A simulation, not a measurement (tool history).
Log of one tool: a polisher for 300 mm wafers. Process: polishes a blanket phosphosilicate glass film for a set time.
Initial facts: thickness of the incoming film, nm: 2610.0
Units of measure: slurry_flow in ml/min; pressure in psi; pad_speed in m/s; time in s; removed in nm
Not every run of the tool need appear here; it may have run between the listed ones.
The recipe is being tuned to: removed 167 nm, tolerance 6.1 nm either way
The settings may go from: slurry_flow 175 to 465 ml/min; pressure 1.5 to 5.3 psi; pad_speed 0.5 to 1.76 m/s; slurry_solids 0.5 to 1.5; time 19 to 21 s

{"run": 1, "day": 0.0, "slurry_flow": 295, "pressure": 3.4, "pad_speed": 1.12, "slurry_solids": 1, "time": 21, "removed": 196.53}
{"run": 2, "day": 0.208, "slurry_flow": 250, "pressure": 3.4, "pad_speed": 1.12, "slurry_solids": 1, "time": 21, "removed": 193.39}
{"run": 3, "day": 0.254, "slurry_flow": 250, "pressure": 3.3, "pad_speed": 1.12, "slurry_solids": 1, "time": 21, "removed": 192.57}
{"run": 4, "day": 0.425, "slurry_flow": 250, "pressure": 2.6, "pad_speed": 1.12, "slurry_solids": 1, "time": 21, "removed": 154.03}
{"run": 5, "day": 0.579, "slurry_flow": 250, "pressure": 2.3, "pad_speed": 1.12, "slurry_solids": 1, "time": 21, "removed": 136.81}
{"run": 6, "day": 0.85, "slurry_flow": 295, "pressure": 2.3, "pad_speed": 1.12, "slurry_solids": 1, "time": 21, "removed": 137.26}
{"run": 7, "day": 1.154, "slurry_flow": 295, "pressure": 2.4, "pad_speed": 1.12, "slurry_solids": 1, "time": 21, "removed": 143.03}
{"run": 8, "day": 1.179, "slurry_flow": 295, "pressure": 2.5, "pad_speed": 1.12, "slurry_solids": 1, "time": 21, "removed": 149.97}
{"run": 9, "day": 1.296, "slurry_flow": 295, "pressure": 2.6, "pad_speed": 1.12, "slurry_solids": 1, "time": 21, "removed": 150.33}
{"run": 10, "day": 1.625, "slurry_flow": 295, "pressure": 2.7, "pad_speed": 1.12, "slurry_solids": 1, "time": 21, "removed": 157.52}
{"run": 11, "day": 1.896, "slurry_flow": 295, "pressure": 2.7, "pad_speed": 1.12, "slurry_solids": 1, "time": 21, "removed": 159.51}

Exactly one of the 4 candidate moves below puts every result within its allowed miss. Which one?
{"run": "A", "day": 2.167, "slurry_flow": 310, "pressure": 2.6, "pad_speed": 1.22, "slurry_solids": 1.1, "time": 19, "removed": "?"}
{"run": "B", "day": 2.167, "slurry_flow": 305, "pressure": 2.8, "pad_speed": 1.1, "slurry_solids": 0.85, "time": 20, "removed": "?"}
{"run": "C", "day": 2.167, "slurry_flow": 200, "pressure": 3.1, "pad_speed": 0.92, "slurry_solids": 0.95, "time": 21, "removed": "?"}
{"run": "D", "day": 2.167, "slurry_flow": 345, "pressure": 3, "pad_speed": 1, "slurry_solids": 1, "time": 21, "removed": "?"}

move=A removed=151.48
move=B removed=144.3
move=C removed=153.12
move=D removed=165.83
A: the biggest miss grows against the last run
B: the biggest miss grows against the last run
C: the biggest miss grows against the last run
D: hits every target within its allowed miss
The right move is D.
